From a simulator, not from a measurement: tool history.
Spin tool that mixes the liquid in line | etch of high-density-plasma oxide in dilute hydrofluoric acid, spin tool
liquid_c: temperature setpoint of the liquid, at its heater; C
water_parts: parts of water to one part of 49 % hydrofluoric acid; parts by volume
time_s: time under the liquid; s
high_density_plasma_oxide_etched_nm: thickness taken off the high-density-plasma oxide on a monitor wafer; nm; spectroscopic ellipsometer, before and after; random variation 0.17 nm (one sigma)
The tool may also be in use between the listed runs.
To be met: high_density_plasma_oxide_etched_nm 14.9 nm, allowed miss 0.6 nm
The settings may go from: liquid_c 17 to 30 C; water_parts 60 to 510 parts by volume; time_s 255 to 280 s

run  hour  liquid_c  water_parts  time_s  high_density_plasma_oxide_etched_nm
  1     0        22          285     255                               3.4108
  2   5.6        24          285     255                               3.6991
  3  12.4        24          285     255                               3.7876
  4  14.4        24          285     280                               4.0423
  5  18.6        24          375     280                               2.8401
  6    25        24          450     280                               2.2452
  7  26.2        25          400     280                               2.6725
  8  26.9        29          290     280                               4.7129
  9  29.9        29          290     280                               4.7183
 10  36.1        30          180     280                                9.009
     37.5  -- hydrofluoric acid flow meter replaced
 11  37.5        30           70     280                               28.299
 12    42        30           70     280                               29.234
 13  46.4        30           80     280                               25.395
 14  50.4        26          115     280                               14.249

4 next moves are on the table. One of them brings every result within its allowed miss. Which?
  A  54.4        26          120     270                                    ?
  B  54.4        26          105     265                                    ?
  C  54.4      28.5          130     280                                    ?
  D  54.4        26          115     265                                    ?

move  high_density_plasma_oxide_etched_nm
   A                               13.058
   B                               14.927
   C                               13.562
   D                               13.458
A: further off than the last run
B: meets every target
C: further off than the last run
D: further off than the last run
The right move is B.
